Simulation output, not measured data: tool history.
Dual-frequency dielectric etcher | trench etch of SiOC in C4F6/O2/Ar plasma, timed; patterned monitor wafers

run,hour,source power (W),bias power (W),etch time (s),mean etch depth across the wafer (Å)
1,0,350,245,12,257.33
2,8.9,380,245,12,261.15
3,11.3,330,245,12,253.7
4,18.8,360,259,12,260.5
5,26.6,360,259,11,239.52
6,27.4,400,272,11.5,263.55
7,29.1,420,280,11.5,265.5

Predict the results of run 8:
8,37.9,450,321,12,?

mean etch depth across the wafer (Å): 296.88

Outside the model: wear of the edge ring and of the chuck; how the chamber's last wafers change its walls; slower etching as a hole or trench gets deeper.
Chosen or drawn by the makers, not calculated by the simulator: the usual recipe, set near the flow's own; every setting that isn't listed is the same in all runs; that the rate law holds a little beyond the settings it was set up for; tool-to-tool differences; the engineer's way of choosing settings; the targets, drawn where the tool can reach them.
